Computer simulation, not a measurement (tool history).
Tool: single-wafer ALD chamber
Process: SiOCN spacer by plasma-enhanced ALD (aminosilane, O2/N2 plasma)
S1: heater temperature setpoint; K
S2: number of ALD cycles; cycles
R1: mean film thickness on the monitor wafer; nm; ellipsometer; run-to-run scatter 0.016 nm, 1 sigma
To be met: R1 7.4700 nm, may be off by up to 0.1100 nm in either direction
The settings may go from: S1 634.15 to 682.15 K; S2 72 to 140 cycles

run	day	S1	S2	R1
1	0.000	658.15	106	5.9580
2	0.108	651.15	106	5.9626
3	0.267	651.15	94	5.2707
4	0.496	658.15	94	5.2808
5	0.733	658.15	99	5.5693
6	0.838	658.15	84	4.7140
7	1.029	658.15	92	5.1478
8	1.238	658.15	92	5.1636
9	1.596	658.15	99	5.5443
10	1.862	658.15	105	5.9057
11	1.958	658.15	109	6.1175
12	2.208	658.15	113	6.3558
# day 2.312: thermocouple changed; heater temperature recalibrated
13	2.312	658.15	116	6.4933

Exactly one of the 4 candidate moves below puts every result within its allowed miss. Which one?
A	2.417	658.15	133	?
B	2.417	653.15	106	?
C	2.417	650.15	120	?
D	2.417	669.15	139	?

move	R1
A	7.4475
B	5.9356
C	6.7196
D	7.7835
A: every result within its allowed miss
B: misses by more than the last run did
C: moves toward the targets from the last run without getting all of them in spec
D: takes the biggest miss from the last run beyond its target
A is the move that brings every result within its allowed miss.
